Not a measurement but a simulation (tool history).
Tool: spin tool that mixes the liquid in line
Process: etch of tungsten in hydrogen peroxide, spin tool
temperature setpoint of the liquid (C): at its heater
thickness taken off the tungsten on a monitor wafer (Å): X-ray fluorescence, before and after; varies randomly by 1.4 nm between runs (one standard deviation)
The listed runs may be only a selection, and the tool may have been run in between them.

run	hour	temperature setpoint of the liquid (C)	concentration of hydrogen peroxide in the mixed liquid (% by weight)	time under the liquid (s)	thickness taken off the tungsten on a monitor wafer (Å)
1	0.0	52.0	16.5	55	853.04
2	5.7	55.0	16.5	55	1022.30
3	10.0	57.0	16.5	55	1154.40
4	13.7	58.5	16.5	55	1259.00
5	18.0	58.5	13.5	55	1153.30
6	25.2	60.0	13.5	55	1265.70

Run 7 comes next. What will it give?
7	31.2	61.5	13.5	55	?

{"run 7": {"thickness taken off the tungsten on a monitor wafer (Å)": 1387.8}}
